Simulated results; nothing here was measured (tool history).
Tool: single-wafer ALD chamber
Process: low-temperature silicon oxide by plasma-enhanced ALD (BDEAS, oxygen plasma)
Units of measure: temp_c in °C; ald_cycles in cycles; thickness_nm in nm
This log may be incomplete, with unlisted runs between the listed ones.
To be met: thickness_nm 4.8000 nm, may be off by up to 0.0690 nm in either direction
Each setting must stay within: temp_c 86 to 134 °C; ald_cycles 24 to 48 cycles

Run 1, hour 0.0: temp_c 110 °C, ald_cycles 36 cycles. Result: thickness_nm 5.5865 nm.
Run 2, hour 7.4: temp_c 119 °C, ald_cycles 36 cycles. Result: thickness_nm 5.5004 nm.
Run 3, hour 11.6: temp_c 120 °C, ald_cycles 35 cycles. Result: thickness_nm 5.3328 nm.
Run 4, hour 14.8: temp_c 120 °C, ald_cycles 31 cycles. Result: thickness_nm 4.7296 nm.
Run 5, hour 22.8: temp_c 119 °C, ald_cycles 31 cycles. Result: thickness_nm 4.7379 nm.
Run 6, hour 24.8: temp_c 119 °C, ald_cycles 29 cycles. Result: thickness_nm 4.4182 nm.
Run 7, hour 33.4: temp_c 118 °C, ald_cycles 30 cycles. Result: thickness_nm 4.5959 nm.
Run 8, hour 39.3: temp_c 116 °C, ald_cycles 30 cycles. Result: thickness_nm 4.6214 nm.

5 next moves are on the table. One of them brings every result within its allowed miss. Which?
Run A, hour 45.2: temp_c 114 °C, ald_cycles 32 cycles. Result: thickness_nm ?.
Run B, hour 45.2: temp_c 106 °C, ald_cycles 31 cycles. Result: thickness_nm ?.
Run C, hour 45.2: temp_c 115 °C, ald_cycles 29 cycles. Result: thickness_nm ?.
Run D, hour 45.2: temp_c 120 °C, ald_cycles 29 cycles. Result: thickness_nm ?.
Run E, hour 45.2: temp_c 116 °C, ald_cycles 29 cycles. Result: thickness_nm ?.

move  thickness_nm
   A        4.9242
   B        4.8325
   C        4.4553
   D        4.4190
   E        4.4480
A: carries the result that was furthest off beyond its target, to the other side
B: every result lands within tolerance
C: misses by more than the last run did
D: misses by more than the last run did
E: misses by more than the last run did
The right move is B.
